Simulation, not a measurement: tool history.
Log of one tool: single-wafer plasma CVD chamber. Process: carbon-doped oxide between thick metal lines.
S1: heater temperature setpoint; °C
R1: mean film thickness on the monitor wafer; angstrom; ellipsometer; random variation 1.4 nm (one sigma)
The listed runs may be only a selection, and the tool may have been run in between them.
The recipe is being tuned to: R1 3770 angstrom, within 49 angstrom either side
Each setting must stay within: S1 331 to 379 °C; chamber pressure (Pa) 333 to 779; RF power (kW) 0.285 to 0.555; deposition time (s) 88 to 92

run 1 hour=0 | S1=355 chamber_pressure_(Pa)=556 RF_power_(kW)=0.42 deposition_time_(s)=92 | R1=4123.5
run 2 hour=7.3 | S1=355 chamber_pressure_(Pa)=489 RF_power_(kW)=0.42 deposition_time_(s)=92 | R1=4065.4
run 3 hour=14 | S1=355 chamber_pressure_(Pa)=489 RF_power_(kW)=0.445 deposition_time_(s)=92 | R1=4207.2
run 4 hour=21.5 | S1=359 chamber_pressure_(Pa)=448 RF_power_(kW)=0.44 deposition_time_(s)=92 | R1=4101.1
run 5 hour=27 | S1=359 chamber_pressure_(Pa)=448 RF_power_(kW)=0.44 deposition_time_(s)=88 | R1=3907.8
run 6 hour=31.7 | S1=361 chamber_pressure_(Pa)=441 RF_power_(kW)=0.44 deposition_time_(s)=88 | R1=3876
run 7 hour=34.4 | S1=363 chamber_pressure_(Pa)=437 RF_power_(kW)=0.44 deposition_time_(s)=88 | R1=3864.8
run 8 hour=35.8 | S1=363 chamber_pressure_(Pa)=437 RF_power_(kW)=0.44 deposition_time_(s)=88 | R1=3865.1
run 9 hour=39.3 | S1=365 chamber_pressure_(Pa)=432 RF_power_(kW)=0.44 deposition_time_(s)=88 | R1=3866.7
run 10 hour=46.4 | S1=366 chamber_pressure_(Pa)=420 RF_power_(kW)=0.44 deposition_time_(s)=88 | R1=3837

Exercise: of the 5 proposed moves below, exactly one satisfies all targets within the stated allowed misses. Which move is it?
run A hour=53.5 | S1=365 chamber_pressure_(Pa)=421 RF_power_(kW)=0.43 deposition_time_(s)=88 | R1=?
run B hour=53.5 | S1=368 chamber_pressure_(Pa)=469 RF_power_(kW)=0.375 deposition_time_(s)=91 | R1=?
run C hour=53.5 | S1=368 chamber_pressure_(Pa)=356 RF_power_(kW)=0.425 deposition_time_(s)=88 | R1=?
run D hour=53.5 | S1=361 chamber_pressure_(Pa)=419 RF_power_(kW)=0.43 deposition_time_(s)=89 | R1=?
run E hour=53.5 | S1=360 chamber_pressure_(Pa)=433 RF_power_(kW)=0.44 deposition_time_(s)=89 | R1=?

move=A R1=3811.5
move=B R1=3669.5
move=C R1=3713.1
move=D R1=3882
move=E R1=3957.7
A: every result lands within tolerance
B: pushes the last run's worst result past its target
C: pushes the last run's worst result past its target
D: moves away from the targets compared with the last run
E: moves away from the targets compared with the last run
Correct choice: A, which meets every target
